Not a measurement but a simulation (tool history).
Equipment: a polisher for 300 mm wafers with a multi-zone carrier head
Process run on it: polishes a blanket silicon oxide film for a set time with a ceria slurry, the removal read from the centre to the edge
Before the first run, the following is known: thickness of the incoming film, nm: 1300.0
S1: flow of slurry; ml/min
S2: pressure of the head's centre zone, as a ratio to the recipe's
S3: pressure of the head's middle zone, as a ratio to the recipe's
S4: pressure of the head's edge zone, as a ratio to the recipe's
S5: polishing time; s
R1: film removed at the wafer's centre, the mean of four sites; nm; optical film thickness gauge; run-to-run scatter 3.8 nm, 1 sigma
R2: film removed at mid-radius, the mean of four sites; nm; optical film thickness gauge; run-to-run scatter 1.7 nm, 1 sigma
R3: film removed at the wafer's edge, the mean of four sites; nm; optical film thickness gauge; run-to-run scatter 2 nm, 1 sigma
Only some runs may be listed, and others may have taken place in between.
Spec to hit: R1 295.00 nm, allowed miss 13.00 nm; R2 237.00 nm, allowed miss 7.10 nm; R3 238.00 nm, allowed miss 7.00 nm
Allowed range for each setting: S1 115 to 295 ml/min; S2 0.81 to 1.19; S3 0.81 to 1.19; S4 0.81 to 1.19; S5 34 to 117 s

Run 1, hour 0.0: S1 190 ml/min, S2 1.00, S3 1.00, S4 1.00, S5 75 s. Result: R1 292.35 nm, R2 279.50 nm, R3 277.48 nm.
Run 2, hour 1.7: S1 190 ml/min, S2 1.00, S3 1.00, S4 1.00, S5 60 s. Result: R1 225.69 nm, R2 222.79 nm, R3 225.45 nm.
Run 3, hour 2.8: S1 210 ml/min, S2 1.00, S3 1.00, S4 1.00, S5 60 s. Result: R1 233.23 nm, R2 226.03 nm, R3 224.33 nm.
Run 4, hour 4.0: S1 220 ml/min, S2 1.03, S3 1.00, S4 1.01, S5 60 s. Result: R1 243.33 nm, R2 228.21 nm, R3 226.54 nm.
Run 5, hour 7.1: S1 225 ml/min, S2 1.06, S3 1.00, S4 1.02, S5 60 s. Result: R1 251.85 nm, R2 230.33 nm, R3 224.10 nm.
Run 6, hour 15.8: S1 225 ml/min, S2 1.06, S3 0.95, S4 1.02, S5 60 s. Result: R1 248.26 nm, R2 219.29 nm, R3 228.97 nm.
Run 7, hour 22.6: S1 230 ml/min, S2 1.08, S3 0.95, S4 1.03, S5 61 s. Result: R1 256.85 nm, R2 223.85 nm, R3 232.19 nm.
Run 8, hour 31.6: S1 235 ml/min, S2 1.10, S3 0.95, S4 1.04, S5 61 s. Result: R1 264.40 nm, R2 223.92 nm, R3 235.75 nm.
Run 9, hour 39.0: S1 240 ml/min, S2 1.12, S3 0.96, S4 1.04, S5 61 s. Result: R1 264.56 nm, R2 225.38 nm, R3 236.59 nm.
Run 10, hour 41.5: S1 250 ml/min, S2 1.14, S3 0.96, S4 1.02, S5 61 s. Result: R1 273.04 nm, R2 229.52 nm, R3 234.19 nm.
Run 11, hour 46.1: S1 255 ml/min, S2 1.15, S3 0.96, S4 1.01, S5 61 s. Result: R1 279.83 nm, R2 229.30 nm, R3 234.45 nm.
Run 12, hour 47.7: S1 260 ml/min, S2 1.16, S3 0.96, S4 1.01, S5 61 s. Result: R1 276.22 nm, R2 228.09 nm, R3 235.55 nm.

5 candidate next runs follow, results not yet known. Just one meets every target within its allowed miss. Identify it.
Run A, hour 49.3: S1 295 ml/min, S2 1.19, S3 0.92, S4 0.93, S5 70 s. Result: R1 ?, R2 ?, R3 ?.
Run B, hour 49.3: S1 250 ml/min, S2 1.01, S3 1.03, S4 1.11, S5 65 s. Result: R1 ?, R2 ?, R3 ?.
Run C, hour 49.3: S1 285 ml/min, S2 1.11, S3 0.99, S4 1.00, S5 66 s. Result: R1 ?, R2 ?, R3 ?.
Run D, hour 49.3: S1 225 ml/min, S2 1.19, S3 0.97, S4 0.95, S5 64 s. Result: R1 ?, R2 ?, R3 ?.
Run E, hour 49.3: S1 280 ml/min, S2 1.12, S3 0.91, S4 1.07, S5 66 s. Result: R1 ?, R2 ?, R3 ?.

move      R1      R2      R3
   A  332.00  256.05  262.26
   B  256.54  257.10  261.58
   C  290.89  255.92  255.04
   D  293.67  237.46  236.61
   E  292.78  238.03  263.57
A: moves the result that the last run missed by most past its target, out the other side
B: misses by more than the last run did
C: the furthest-off result lands on target, but another misses its tolerance
D: each result inside its tolerance
E: the furthest-off result lands on target, but another misses its tolerance
D meets every target.
